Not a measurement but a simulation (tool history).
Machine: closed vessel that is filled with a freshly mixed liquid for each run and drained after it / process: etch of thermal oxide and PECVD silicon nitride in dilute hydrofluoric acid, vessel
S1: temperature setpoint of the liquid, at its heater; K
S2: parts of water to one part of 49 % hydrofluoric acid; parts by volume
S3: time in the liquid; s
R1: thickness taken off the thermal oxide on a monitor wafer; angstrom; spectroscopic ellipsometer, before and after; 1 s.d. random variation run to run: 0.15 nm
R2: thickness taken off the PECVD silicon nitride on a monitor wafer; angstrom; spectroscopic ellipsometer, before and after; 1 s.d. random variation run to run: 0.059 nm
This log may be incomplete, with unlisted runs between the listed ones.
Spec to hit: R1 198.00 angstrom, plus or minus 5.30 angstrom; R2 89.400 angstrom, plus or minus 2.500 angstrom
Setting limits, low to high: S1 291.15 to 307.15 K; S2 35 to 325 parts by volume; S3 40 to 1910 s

run 1 day=0.000 | S1=299.15 S2=180 S3=975 | R1=241.69 R2=102.410
run 2 day=0.196 | S1=299.15 S2=180 S3=560 | R1=141.49 R2=59.370
run 3 day=0.579 | S1=302.15 S2=180 S3=560 | R1=157.03 R2=71.348
run 4 day=0.929 | S1=302.15 S2=180 S3=735 | R1=204.08 R2=92.339
run 5 day=1.129 | S1=302.15 S2=180 S3=740 | R1=203.01 R2=92.767
run 6 day=1.250 | S1=302.15 S2=125 S3=740 | R1=316.63 R2=134.260
run 7 day=1.488 | S1=301.65 S2=140 S3=760 | R1=280.51 R2=120.040
run 8 day=1.858 | S1=301.65 S2=150 S3=775 | R1=266.13 R2=115.320
run 9 day=2.092 | S1=301.65 S2=160 S3=790 | R1=247.20 R2=107.970
run 10 day=2.221 | S1=301.65 S2=165 S3=800 | R1=244.52 R2=105.600
run 11 day=2.450 | S1=301.65 S2=170 S3=805 | R1=234.66 R2=104.680
run 12 day=2.746 | S1=301.65 S2=175 S3=815 | R1=229.24 R2=101.470

4 next moves are on the table. One of them brings every result within its allowed miss. Which?
run A day=3.042 | S1=301.15 S2=195 S3=815 | R1=? R2=?
run B day=3.042 | S1=304.15 S2=200 S3=760 | R1=? R2=?
run C day=3.042 | S1=297.65 S2=125 S3=595 | R1=? R2=?
run D day=3.042 | S1=301.65 S2=195 S3=735 | R1=? R2=?

move=A R1=198.14 R2=89.911
move=B R1=198.77 R2=97.874
move=C R1=215.38 R2=82.094
move=D R1=181.88 R2=83.594
A: hits every target within its allowed miss
B: gets the furthest-off result to its target, but another result is out of tolerance
C: better than the last run, though not everything is in spec
D: takes the biggest miss from the last run beyond its target
Move A is the one to make.
